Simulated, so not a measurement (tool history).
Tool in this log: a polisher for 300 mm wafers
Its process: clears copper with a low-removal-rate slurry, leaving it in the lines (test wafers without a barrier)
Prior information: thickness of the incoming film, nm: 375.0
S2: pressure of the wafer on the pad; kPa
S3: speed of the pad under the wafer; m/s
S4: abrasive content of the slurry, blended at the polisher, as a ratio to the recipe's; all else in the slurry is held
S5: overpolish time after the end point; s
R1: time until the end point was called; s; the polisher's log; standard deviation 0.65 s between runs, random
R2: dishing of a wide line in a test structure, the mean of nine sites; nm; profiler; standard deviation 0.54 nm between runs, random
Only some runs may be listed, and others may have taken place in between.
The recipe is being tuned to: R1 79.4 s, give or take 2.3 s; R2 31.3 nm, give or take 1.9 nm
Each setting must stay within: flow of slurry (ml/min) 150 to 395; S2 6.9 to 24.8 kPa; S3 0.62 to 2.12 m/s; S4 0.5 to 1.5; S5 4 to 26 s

run 1 hour=0 | flow_of_slurry_(ml/min)=250 S2=15.9 S3=1.36 S4=1 S5=13 | R1=137.64 R2=26.428
run 2 hour=8.6 | flow_of_slurry_(ml/min)=255 S2=17.9 S3=1.36 S4=1 S5=12 | R1=120.05 R2=28.078
run 3 hour=15.5 | flow_of_slurry_(ml/min)=255 S2=14.5 S3=1.36 S4=1 S5=12 | R1=146.98 R2=22.863
run 4 hour=23.9 | flow_of_slurry_(ml/min)=265 S2=17.2 S3=1.36 S4=1 S5=11 | R1=126.93 R2=25.057
run 5 hour=32.6 | flow_of_slurry_(ml/min)=265 S2=17.2 S3=1.2 S4=1 S5=11 | R1=134.95 R2=22.555
run 6 hour=36.5 | flow_of_slurry_(ml/min)=275 S2=19.3 S3=1.22 S4=1 S5=10 | R1=118.98 R2=22.958
run 7 hour=37.7 | flow_of_slurry_(ml/min)=280 S2=20.7 S3=1.24 S4=1 S5=10 | R1=109.83 R2=25.955
run 8 hour=43.2 | flow_of_slurry_(ml/min)=280 S2=22.1 S3=1.28 S4=1 S5=9 | R1=100.63 R2=25.678
run 9 hour=48.8 | flow_of_slurry_(ml/min)=285 S2=22.8 S3=1.32 S4=1 S5=9 | R1=96.229 R2=26.228
run 10 hour=51 | flow_of_slurry_(ml/min)=285 S2=23.4 S3=1.36 S4=1 S5=9 | R1=92.044 R2=27.808
run 11 hour=54.3 | flow_of_slurry_(ml/min)=285 S2=24.1 S3=1.4 S4=1 S5=9 | R1=88.675 R2=28.256
run 12 hour=59.5 | flow_of_slurry_(ml/min)=290 S2=24.1 S3=1.44 S4=1 S5=9 | R1=86.716 R2=29.738
run 13 hour=68.2 | flow_of_slurry_(ml/min)=290 S2=24.1 S3=1.48 S4=1 S5=9 | R1=84.763 R2=29.823
run 14 hour=74.1 | flow_of_slurry_(ml/min)=290 S2=24.1 S3=1.5 S4=1 S5=9 | R1=84.503 R2=29.827
run 15 hour=76.4 | flow_of_slurry_(ml/min)=290 S2=24.1 S3=1.52 S4=1 S5=9 | R1=83.528 R2=29.708
run 16 hour=79 | flow_of_slurry_(ml/min)=290 S2=24.1 S3=1.54 S4=1 S5=9 | R1=82.072 R2=31.141

Below are 4 possible settings for the next run. Only one of them brings all results inside the allowed miss of their targets. Which is it?
run A hour=81.6 | flow_of_slurry_(ml/min)=290 S2=22.8 S3=1.54 S4=1.1 S5=9 | R1=? R2=?
run B hour=81.6 | flow_of_slurry_(ml/min)=340 S2=22.1 S3=1.88 S4=0.65 S5=10 | R1=? R2=?
run C hour=81.6 | flow_of_slurry_(ml/min)=185 S2=23.4 S3=1.66 S4=1 S5=10 | R1=? R2=?
run D hour=81.6 | flow_of_slurry_(ml/min)=240 S2=22.8 S3=1.8 S4=0.95 S5=9 | R1=? R2=?

move=A R1=83.802 R2=29.503
move=B R1=84.327 R2=32.273
move=C R1=83.191 R2=32.747
move=D R1=79.376 R2=31.011
A: the biggest miss grows against the last run
B: the biggest miss grows against the last run
C: the biggest miss grows against the last run
D: meets every target
The right move is D.

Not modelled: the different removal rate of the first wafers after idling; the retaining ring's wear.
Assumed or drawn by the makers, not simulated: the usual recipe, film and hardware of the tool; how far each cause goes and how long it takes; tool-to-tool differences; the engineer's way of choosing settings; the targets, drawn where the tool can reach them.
